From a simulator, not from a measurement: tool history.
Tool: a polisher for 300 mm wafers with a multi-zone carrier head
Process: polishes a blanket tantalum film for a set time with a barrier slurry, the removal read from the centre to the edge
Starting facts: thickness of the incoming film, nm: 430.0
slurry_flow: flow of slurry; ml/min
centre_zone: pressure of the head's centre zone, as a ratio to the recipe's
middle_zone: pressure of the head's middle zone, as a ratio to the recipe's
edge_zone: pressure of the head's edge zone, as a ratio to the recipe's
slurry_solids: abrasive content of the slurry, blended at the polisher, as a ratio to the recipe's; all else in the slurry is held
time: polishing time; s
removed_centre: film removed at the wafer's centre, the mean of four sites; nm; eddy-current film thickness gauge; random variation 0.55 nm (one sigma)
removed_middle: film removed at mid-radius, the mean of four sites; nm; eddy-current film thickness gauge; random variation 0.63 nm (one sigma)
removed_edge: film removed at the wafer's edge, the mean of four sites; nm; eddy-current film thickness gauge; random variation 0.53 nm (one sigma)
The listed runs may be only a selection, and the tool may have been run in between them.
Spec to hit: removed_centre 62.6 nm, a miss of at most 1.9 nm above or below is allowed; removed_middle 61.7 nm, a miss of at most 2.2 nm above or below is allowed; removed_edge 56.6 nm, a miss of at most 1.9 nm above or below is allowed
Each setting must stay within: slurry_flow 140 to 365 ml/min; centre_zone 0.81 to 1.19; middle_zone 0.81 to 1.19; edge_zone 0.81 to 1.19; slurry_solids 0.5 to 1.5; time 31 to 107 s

run  hour  slurry_flow  centre_zone  middle_zone  edge_zone  slurry_solids  time  removed_centre  removed_middle  removed_edge
  1     0          235            1            1          1              1    69          55.576          54.592        53.622
  2   4.3          235         1.07            1          1              1    69          57.208          53.856         53.75
  3  12.3          235         1.07            1          1           0.85    69          55.271          52.731        52.207
  4  19.2          235         1.07         0.96          1           0.85    69          55.445          52.083         52.64
  5  20.4          245         1.07         0.99          1            0.9    69          57.687          53.118        53.229
  6  21.8          250         1.06         1.02       1.01           0.95    69           57.09          54.788        53.569
  7  26.5          260         1.06         1.04       1.01              1    69          57.385          57.007        54.216
  8  33.3          270         1.07         1.05       1.01              1    69          58.877          58.223        54.447
  9  39.6          280         1.07         1.05       1.01              1    69          60.157          57.991        54.216
 10  43.9          285         1.07         1.06       1.02              1    69          58.567          58.505        54.487
 11    50          290         1.08         1.06       1.02              1    69           59.73          58.865        56.864
 12  53.3          295         1.09         1.07       1.01              1    69          59.336          58.555        54.953
 13  60.3          300          1.1         1.08       1.01              1    69          60.707           59.25        55.009
 14  67.5          305          1.1         1.08       1.01              1    69          61.441          59.238        55.244
 15  68.9          310          1.1         1.08       1.01              1    69          61.302          59.023        55.293

5 candidate next runs follow, results not yet known. Just one meets every target within its allowed miss. Identify it.
  A  70.3          310         1.08         1.11       1.01           0.95    67               ?               ?             ?
  B  70.3          275          1.1         1.09       1.15           1.05    66               ?               ?             ?
  C  70.3          355         1.14         1.14       1.06           1.05    67               ?               ?             ?
  D  70.3          295         1.03         0.97       1.19           0.85    73               ?               ?             ?
  E  70.3          255         1.04         1.02          1            0.9    78               ?               ?             ?

move  removed_centre  removed_middle  removed_edge
   A          57.465          58.683        54.547
   B            57.9          57.661        58.145
   C          62.062          61.979        57.712
   D           58.51          56.338        62.695
   E          62.697          62.181        61.418
A: further off than the last run
B: further off than the last run
C: all results land within tolerance of their targets
D: further off than the last run
E: meets the target for the result that was furthest off, but another lies outside its allowed miss
Answer: C

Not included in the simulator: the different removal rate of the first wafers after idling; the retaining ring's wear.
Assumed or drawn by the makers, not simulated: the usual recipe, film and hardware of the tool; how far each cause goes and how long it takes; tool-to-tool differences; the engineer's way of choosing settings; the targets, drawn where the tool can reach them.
